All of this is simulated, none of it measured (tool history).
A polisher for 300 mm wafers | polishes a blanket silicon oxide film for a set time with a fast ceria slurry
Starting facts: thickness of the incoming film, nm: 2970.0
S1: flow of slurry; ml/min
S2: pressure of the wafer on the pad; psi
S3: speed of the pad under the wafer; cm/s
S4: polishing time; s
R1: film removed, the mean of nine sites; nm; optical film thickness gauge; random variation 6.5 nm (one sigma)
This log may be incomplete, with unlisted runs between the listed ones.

run    day   S1   S2   S3  S4      R1
  1      0  240  3.5  122  27  704.62
  2  0.138  240  3.4  122  27  679.69
  3  0.162  240  3.3  122  27  649.07
  4  0.342  240  3.2  122  27  616.78
  5  0.562  240  3.8  122  27  740.46
  6  0.908  240  3.7  122  27  716.68
  7  1.042  240  3.6  122  27  702.47
  8  1.275  240  3.5  122  27   701.5

Run 9, settings as shown, results not yet in. Your forecast:
  9  1.367  240  3.4  122  27   ?

R1: 660.15 nm
